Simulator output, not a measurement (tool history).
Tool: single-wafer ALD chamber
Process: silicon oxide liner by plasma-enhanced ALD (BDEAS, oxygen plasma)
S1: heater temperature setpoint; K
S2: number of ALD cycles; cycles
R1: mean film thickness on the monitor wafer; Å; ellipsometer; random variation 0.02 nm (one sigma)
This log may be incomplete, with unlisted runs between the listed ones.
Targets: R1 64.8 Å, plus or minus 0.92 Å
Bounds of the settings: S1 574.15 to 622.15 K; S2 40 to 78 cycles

run,day,S1,S2,R1
1,0,598.15,59,55.799
2,0.188,598.15,65,61.002
3,0.375,602.15,65,60.886
4,0.712,602.15,61,57.095
5,0.921,595.15,61,58.003
6,1.229,594.15,62,58.683
7,1.496,594.15,63,59.875
8,1.792,593.15,63,60.31
9,1.938,592.15,63,60.127
10,1.983,591.15,63,60.37
11,2.308,590.15,63,59.985
12,2.533,589.15,66,63.267

Which one of the following 4 next-run settings gets every result inside its allowed miss? There is exactly one.
A,2.758,587.15,65,?
B,2.758,584.15,67,?
C,2.758,587.15,64,?
D,2.758,575.15,63,?

move,R1
A,62.661
B,64.903
C,61.697
D,62.085
A: further off than the last run
B: every result within its allowed miss
C: further off than the last run
D: further off than the last run
Correct choice: B, which meets every target
